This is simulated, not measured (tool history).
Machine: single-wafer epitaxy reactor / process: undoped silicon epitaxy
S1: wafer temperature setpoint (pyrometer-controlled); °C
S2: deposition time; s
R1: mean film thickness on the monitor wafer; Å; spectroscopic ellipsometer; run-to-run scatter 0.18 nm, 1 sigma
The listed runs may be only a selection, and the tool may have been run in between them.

run  hour   S1   S2      R1
  1   0.0  630  416  413.25
  2   6.6  633  417  440.22
  3  12.9  636  418  468.22
  4  17.7  641  418  517.48
  5  19.9  643  418  540.53
  6  24.1  644  418  548.87
  7  29.7  645  418  558.37
  8  38.2  646  419  571.01
  9  42.7  647  420  585.25

Estimate the outcome of run 10 from the log above:
 10  50.6  648  420   ?

{"run 10": {"R1": 594.48}}

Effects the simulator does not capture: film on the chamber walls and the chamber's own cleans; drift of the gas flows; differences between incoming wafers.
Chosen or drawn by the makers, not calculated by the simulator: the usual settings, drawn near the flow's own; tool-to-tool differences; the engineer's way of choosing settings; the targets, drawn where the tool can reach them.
